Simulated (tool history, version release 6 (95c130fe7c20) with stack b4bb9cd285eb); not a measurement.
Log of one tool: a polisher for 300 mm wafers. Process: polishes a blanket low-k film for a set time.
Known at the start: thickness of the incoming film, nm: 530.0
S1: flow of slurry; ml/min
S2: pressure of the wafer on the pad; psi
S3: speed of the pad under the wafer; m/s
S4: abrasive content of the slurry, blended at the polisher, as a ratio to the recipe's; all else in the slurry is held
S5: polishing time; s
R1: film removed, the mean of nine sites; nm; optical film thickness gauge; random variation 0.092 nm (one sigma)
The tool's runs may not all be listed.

run 1 day=0.000 | S1=310 S2=1.3 S3=1.16 S4=1.0 S5=30 | R1=11.3210
run 2 day=0.283 | S1=310 S2=1.2 S3=1.16 S4=1.0 S5=30 | R1=10.3950
run 3 day=0.496 | S1=310 S2=1.2 S3=1.16 S4=1.2 S5=30 | R1=11.4920
run 4 day=0.542 | S1=350 S2=1.2 S3=1.16 S4=1.2 S5=30 | R1=11.7990
run 5 day=0.900 | S1=350 S2=1.2 S3=1.04 S4=1.2 S5=30 | R1=10.7060
run 6 day=1.212 | S1=350 S2=1.2 S3=0.78 S4=1.2 S5=30 | R1=8.4898
run 7 day=1.312 | S1=355 S2=1.2 S3=0.78 S4=1.2 S5=30 | R1=8.6015

Forecast run 8:
run 8 day=1.558 | S1=360 S2=1.2 S3=0.78 S4=1.2 S5=30 | R1=?

{"run 8": {"R1": 8.5437}}

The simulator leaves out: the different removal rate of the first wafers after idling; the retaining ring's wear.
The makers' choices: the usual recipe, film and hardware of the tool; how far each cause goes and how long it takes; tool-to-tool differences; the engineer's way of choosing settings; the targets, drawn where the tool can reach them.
